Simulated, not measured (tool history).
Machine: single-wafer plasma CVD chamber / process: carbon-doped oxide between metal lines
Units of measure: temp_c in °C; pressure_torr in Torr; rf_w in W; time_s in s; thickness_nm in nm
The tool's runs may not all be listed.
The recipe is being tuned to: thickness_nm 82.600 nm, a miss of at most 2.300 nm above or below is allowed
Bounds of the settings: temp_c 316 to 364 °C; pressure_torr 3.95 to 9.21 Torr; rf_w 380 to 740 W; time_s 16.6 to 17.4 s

| run | hour | temp_c | pressure_torr | rf_w | time_s | thickness_nm |
|---|---|---|---|---|---|---|
| 1 | 0.0 | 340 | 6.58 | 560 | 17.4 | 103.660 |
| 2 | 0.6 | 342 | 6.47 | 510 | 17.1 | 93.450 |
| 3 | 2.4 | 342 | 6.47 | 555 | 17.1 | 100.310 |
| 4 | 6.0 | 335 | 6.47 | 555 | 17.1 | 102.680 |
| 5 | 10.3 | 338 | 6.27 | 515 | 17.0 | 94.368 |
| 6 | 11.4 | 329 | 6.27 | 515 | 17.0 | 97.354 |
| 7 | 18.1 | 331 | 5.94 | 490 | 16.9 | 90.749 |
| 8 | 26.9 | 333 | 5.54 | 485 | 16.9 | 88.519 |
| 9 | 29.9 | 334 | 5.25 | 480 | 16.9 | 87.189 |
| 10 | 33.5 | 335 | 5.03 | 475 | 16.9 | 86.452 |

Below are 5 possible settings for the next run. Only one of them brings all results inside the allowed miss of their targets. Which is it?
| A | 37.1 | 328 | 4.85 | 470 | 17.4 | ? |
| B | 37.1 | 338 | 6.21 | 460 | 16.9 | ? |
| C | 37.1 | 337 | 4.65 | 500 | 16.9 | ? |
| D | 37.1 | 338 | 5.68 | 505 | 16.6 | ? |
| E | 37.1 | 341 | 4.17 | 500 | 17.4 | ? |

| move | thickness_nm |
|---|---|
| A | 89.912 |
| B | 83.676 |
| C | 90.093 |
| D | 90.277 |
| E | 90.809 |
A: further off than the last run
B: each result inside its tolerance
C: further off than the last run
D: further off than the last run
E: further off than the last run
The right move is B.
